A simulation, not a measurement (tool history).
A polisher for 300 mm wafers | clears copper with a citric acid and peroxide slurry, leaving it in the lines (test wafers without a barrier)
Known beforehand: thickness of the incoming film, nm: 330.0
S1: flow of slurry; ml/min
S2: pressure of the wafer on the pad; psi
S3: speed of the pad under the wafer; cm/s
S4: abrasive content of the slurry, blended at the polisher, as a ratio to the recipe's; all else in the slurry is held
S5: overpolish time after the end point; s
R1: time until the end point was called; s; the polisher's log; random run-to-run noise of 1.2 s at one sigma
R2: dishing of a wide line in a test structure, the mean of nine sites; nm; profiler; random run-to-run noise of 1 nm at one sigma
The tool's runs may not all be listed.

run 1 hour=0.0 | S1=290 S2=2.3 S3=128 S4=1.00 S5=23 | R1=187.12 R2=30.115
run 2 hour=3.5 | S1=290 S2=2.3 S3=128 S4=0.85 S5=23 | R1=198.57 R2=28.849
run 3 hour=12.3 | S1=290 S2=2.3 S3=128 S4=0.70 S5=23 | R1=211.32 R2=26.860
run 4 hour=18.5 | S1=290 S2=2.3 S3=128 S4=0.60 S5=23 | R1=222.54 R2=26.691
run 5 hour=26.8 | S1=290 S2=2.3 S3=128 S4=0.80 S5=23 | R1=198.89 R2=28.142
run 6 hour=31.7 | S1=290 S2=2.3 S3=128 S4=0.90 S5=23 | R1=193.21 R2=29.248
run 7 hour=36.3 | S1=290 S2=2.5 S3=132 S4=0.90 S5=22 | R1=175.82 R2=30.607
-- hour=40.1 worn pad replaced by a new one
run 8 hour=40.1 | S1=290 S2=2.7 S3=138 S4=0.90 S5=21 | R1=144.49 R2=36.156
run 9 hour=48.2 | S1=290 S2=2.8 S3=138 S4=0.90 S5=20 | R1=141.44 R2=34.245
run 10 hour=55.4 | S1=290 S2=2.9 S3=138 S4=0.90 S5=19 | R1=137.11 R2=33.864
run 11 hour=62.5 | S1=290 S2=3.0 S3=140 S4=0.90 S5=19 | R1=134.67 R2=36.145
run 12 hour=69.5 | S1=290 S2=3.0 S3=140 S4=0.90 S5=19 | R1=133.15 R2=34.472
run 13 hour=71.5 | S1=290 S2=3.1 S3=142 S4=0.90 S5=19 | R1=126.02 R2=37.257
run 14 hour=73.2 | S1=290 S2=3.2 S3=144 S4=0.90 S5=18 | R1=120.00 R2=36.184
run 15 hour=74.5 | S1=290 S2=3.3 S3=146 S4=0.90 S5=18 | R1=114.89 R2=39.213
run 16 hour=82.7 | S1=290 S2=3.4 S3=148 S4=0.90 S5=18 | R1=110.48 R2=38.815

Run 17 comes next. What will it give?
run 17 hour=86.6 | S1=290 S2=3.4 S3=150 S4=0.90 S5=18 | R1=? R2=?

{"run 17": {"R1": 107.34, "R2": 40.855}}
